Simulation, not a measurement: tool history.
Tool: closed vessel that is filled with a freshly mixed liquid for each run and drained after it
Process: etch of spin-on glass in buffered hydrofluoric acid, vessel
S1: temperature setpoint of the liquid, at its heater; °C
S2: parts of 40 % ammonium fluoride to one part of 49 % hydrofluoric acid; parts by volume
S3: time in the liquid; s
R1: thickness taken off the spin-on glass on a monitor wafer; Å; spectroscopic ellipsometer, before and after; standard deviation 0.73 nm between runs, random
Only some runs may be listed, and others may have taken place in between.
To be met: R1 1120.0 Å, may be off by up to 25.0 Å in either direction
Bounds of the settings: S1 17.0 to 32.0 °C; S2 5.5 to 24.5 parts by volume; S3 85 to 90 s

Run 1, day 0.000: S1 24.0 °C, S2 15.0 parts by volume, S3 85 s. Result: R1 1469.7 Å.
Run 2, day 0.138: S1 24.0 °C, S2 15.0 parts by volume, S3 85 s. Result: R1 1490.5 Å.
Run 3, day 0.504: S1 24.0 °C, S2 15.0 parts by volume, S3 85 s. Result: R1 1476.3 Å.
Run 4, day 0.871: S1 26.0 °C, S2 15.0 parts by volume, S3 85 s. Result: R1 1660.6 Å.
Run 5, day 0.912: S1 26.0 °C, S2 15.0 parts by volume, S3 85 s. Result: R1 1651.9 Å.
Run 6, day 1.154: S1 26.0 °C, S2 15.0 parts by volume, S3 90 s. Result: R1 1746.2 Å.
Run 7, day 1.346: S1 23.5 °C, S2 15.0 parts by volume, S3 90 s. Result: R1 1517.9 Å.
Run 8, day 1.642: S1 22.0 °C, S2 15.0 parts by volume, S3 90 s. Result: R1 1400.9 Å.

Next run, 5 choices. One meets every target within its allowed miss, the rest don't. Which?
Run A, day 1.938: S1 22.0 °C, S2 15.5 parts by volume, S3 85 s. Result: R1 ?.
Run B, day 1.938: S1 21.0 °C, S2 18.0 parts by volume, S3 90 s. Result: R1 ?.
Run C, day 1.938: S1 20.5 °C, S2 18.5 parts by volume, S3 90 s. Result: R1 ?.
Run D, day 1.938: S1 17.5 °C, S2 10.5 parts by volume, S3 90 s. Result: R1 ?.
Run E, day 1.938: S1 17.5 °C, S2 16.5 parts by volume, S3 90 s. Result: R1 ?.

move      R1
   A  1293.4
   B  1118.0
   C  1058.2
   D  1558.1
   E  1000.1
A: an improvement on the last run, though not all results are within tolerance
B: meets every target
C: carries the result that was furthest off beyond its target, to the other side
D: further off than the last run
E: carries the result that was furthest off beyond its target, to the other side
The move that meets every target is B.

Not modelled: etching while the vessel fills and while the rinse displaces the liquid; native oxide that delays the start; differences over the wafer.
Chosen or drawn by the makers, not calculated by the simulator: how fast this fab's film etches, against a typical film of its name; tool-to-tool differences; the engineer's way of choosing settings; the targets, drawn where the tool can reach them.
